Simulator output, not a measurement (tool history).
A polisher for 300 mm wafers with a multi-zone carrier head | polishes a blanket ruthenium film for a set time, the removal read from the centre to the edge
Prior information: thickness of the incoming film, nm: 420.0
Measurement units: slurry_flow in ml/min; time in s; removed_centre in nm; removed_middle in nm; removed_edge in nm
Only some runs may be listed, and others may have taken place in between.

| run | day | slurry_flow | centre_zone | middle_zone | edge_zone | time | removed_centre | removed_middle | removed_edge |
|---|---|---|---|---|---|---|---|---|---|
| 1 | 0.000 | 195 | 1.00 | 1.00 | 1.00 | 81 | 82.096 | 82.035 | 76.944 |
| 2 | 0.096 | 195 | 1.04 | 1.00 | 1.00 | 81 | 88.809 | 83.712 | 78.881 |
| 3 | 0.429 | 195 | 1.03 | 0.99 | 0.98 | 78 | 84.009 | 79.485 | 77.049 |
| 4 | 0.788 | 195 | 1.04 | 1.00 | 0.98 | 74 | 81.386 | 76.853 | 73.865 |
|  | 0.946 | edge zone pressure recalibrated |
| 5 | 0.946 | 195 | 1.04 | 1.00 | 0.91 | 74 | 79.737 | 75.414 | 73.207 |
| 6 | 0.996 | 195 | 1.05 | 1.01 | 0.91 | 70 | 73.633 | 71.153 | 69.365 |
| 7 | 1.183 | 195 | 1.07 | 1.02 | 0.92 | 67 | 73.790 | 69.466 | 64.969 |
| 8 | 1.504 | 190 | 1.07 | 1.02 | 0.92 | 65 | 71.768 | 67.403 | 62.965 |
| 9 | 1.771 | 185 | 1.07 | 1.02 | 0.92 | 64 | 68.226 | 66.026 | 62.453 |
| 10 | 1.812 | 180 | 1.08 | 1.02 | 0.92 | 63 | 67.147 | 65.369 | 61.610 |
| 11 | 1.929 | 180 | 1.09 | 1.02 | 0.92 | 62 | 69.500 | 63.520 | 62.054 |

For run 12, what comes out?
| 12 | 2.300 | 180 | 1.09 | 1.02 | 0.92 | 61 | ? | ? | ? |

{"run 12": {"removed_centre": 69.229, "removed_middle": 63.785, "removed_edge": 59.436}}
